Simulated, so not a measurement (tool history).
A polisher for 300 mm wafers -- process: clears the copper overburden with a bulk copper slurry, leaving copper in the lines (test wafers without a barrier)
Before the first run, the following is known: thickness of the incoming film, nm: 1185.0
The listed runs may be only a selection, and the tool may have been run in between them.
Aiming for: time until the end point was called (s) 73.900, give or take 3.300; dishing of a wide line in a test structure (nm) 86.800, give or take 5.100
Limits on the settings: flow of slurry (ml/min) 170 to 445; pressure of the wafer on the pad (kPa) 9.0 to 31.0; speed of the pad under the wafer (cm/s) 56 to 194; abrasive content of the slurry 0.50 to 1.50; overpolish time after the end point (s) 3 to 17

run  hour  flow of slurry (ml/min)  pressure of the wafer on the pad (kPa)  speed of the pad under the wafer (cm/s)  abrasive content of the slurry  overpolish time after the end point (s)  time until the end point was called (s)  dishing of a wide line in a test structure (nm)
  1   0.0                      285                                    20.0                                      124                            1.00                                        9                                   95.312                                           63.890
  2   4.5                      285                                    20.7                                      124                            1.00                                        9                                   92.186                                           67.090
  3   5.6                      285                                    21.4                                      124                            1.00                                        9                                   90.894                                           66.604
  4   8.9                      285                                    22.1                                      124                            1.00                                        9                                   87.808                                           69.189
  5  10.5                      285                                    22.1                                      124                            0.90                                        9                                   88.918                                           67.218
  6  12.5                      285                                    22.1                                      100                            0.90                                        9                                  106.680                                           59.676
  7  19.9                      285                                    22.8                                      100                            0.90                                        9                                  107.760                                           62.485
  8  23.9                      285                                    28.3                                      108                            0.90                                        9                                   78.604                                           72.054

Which single option among these 4 for the next run brings every result within its allowed miss of target? Just one does.
  A  27.9                      280                                    27.6                                      106                            0.85                                        9                                        ?                                                ?
  B  27.9                      275                                    28.3                                      102                            0.90                                       11                                        ?                                                ?
  C  27.9                      355                                    25.5                                      126                            0.65                                       10                                        ?                                                ?
  D  27.9                      400                                    31.0                                      100                            0.95                                       11                                        ?                                                ?

move  time until the end point was called (s)  dishing of a wide line in a test structure (nm)
   A                                   82.968                                           71.291
   B                                   83.144                                           79.708
   C                                   78.352                                           77.615
   D                                   74.026                                           85.056
A: its largest miss is bigger than the last run's
B: roughly where the last run was
C: better than the last run, though not everything is in spec
D: every result lands within tolerance
D is the move that brings every result within its allowed miss.

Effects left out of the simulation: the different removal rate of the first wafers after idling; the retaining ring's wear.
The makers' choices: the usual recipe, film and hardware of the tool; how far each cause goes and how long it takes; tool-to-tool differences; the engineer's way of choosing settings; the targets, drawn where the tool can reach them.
